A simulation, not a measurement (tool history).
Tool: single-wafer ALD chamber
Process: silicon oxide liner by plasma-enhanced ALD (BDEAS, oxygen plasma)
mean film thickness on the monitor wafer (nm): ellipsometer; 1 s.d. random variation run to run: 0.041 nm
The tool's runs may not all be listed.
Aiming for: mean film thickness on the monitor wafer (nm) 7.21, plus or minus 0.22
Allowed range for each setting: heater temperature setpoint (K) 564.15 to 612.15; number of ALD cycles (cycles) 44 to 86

| run | hour | heater temperature setpoint (K) | number of ALD cycles (cycles) | mean film thickness on the monitor wafer (nm) |
|---|---|---|---|---|
| 1 | 0 | 588.15 | 65 | 5.9646 |
| 2 | 4.5 | 588.15 | 68 | 6.2296 |
| 3 | 6.6 | 580.15 | 68 | 6.2983 |
| 4 | 8.3 | 580.15 | 61 | 5.6213 |
| 5 | 14.6 | 580.15 | 64 | 5.8768 |
| 6 | 18.4 | 580.15 | 67 | 6.2066 |
| 7 | 19.4 | 580.15 | 69 | 6.3794 |
| 8 | 26.7 | 580.15 | 71 | 6.5816 |
| 9 | 28 | 580.15 | 72 | 6.6624 |
| 10 | 29.6 | 580.15 | 73 | 6.8094 |
| 11 | 33.6 | 580.15 | 74 | 6.8426 |

4 candidate next runs follow, results not yet known. Just one meets every target within its allowed miss. Identify it.
| A | 37.6 | 583.15 | 75 | ? |
| B | 37.6 | 578.15 | 77 | ? |
| C | 37.6 | 576.15 | 70 | ? |
| D | 37.6 | 586.15 | 73 | ? |

| move | mean film thickness on the monitor wafer (nm) |
|---|---|
| A | 6.8784 |
| B | 7.1188 |
| C | 6.4924 |
| D | 6.6625 |
A: gains on the last run, yet a result remains outside its allowed miss
B: hits every target within its allowed miss
C: its largest miss is bigger than the last run's
D: its largest miss is bigger than the last run's
Go with B: it meets all targets.
